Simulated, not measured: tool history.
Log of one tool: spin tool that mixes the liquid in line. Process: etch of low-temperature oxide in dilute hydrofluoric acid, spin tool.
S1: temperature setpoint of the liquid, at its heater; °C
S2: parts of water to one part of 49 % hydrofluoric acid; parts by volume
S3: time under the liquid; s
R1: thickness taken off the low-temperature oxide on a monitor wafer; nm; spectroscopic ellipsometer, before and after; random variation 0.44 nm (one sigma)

run,hour,S1,S2,S3,R1
1,0.0,24.0,60,55,26.259
2,1.5,24.0,75,55,20.678
3,3.0,27.0,75,55,23.333
4,6.1,27.0,65,55,27.103
5,8.8,29.0,65,55,29.704
6,14.2,30.0,60,55,33.525
7,22.8,30.5,55,55,37.960

Forecast run 8:
8,25.6,31.0,50,55,?

Run 8 gave R1 42.354 nm.
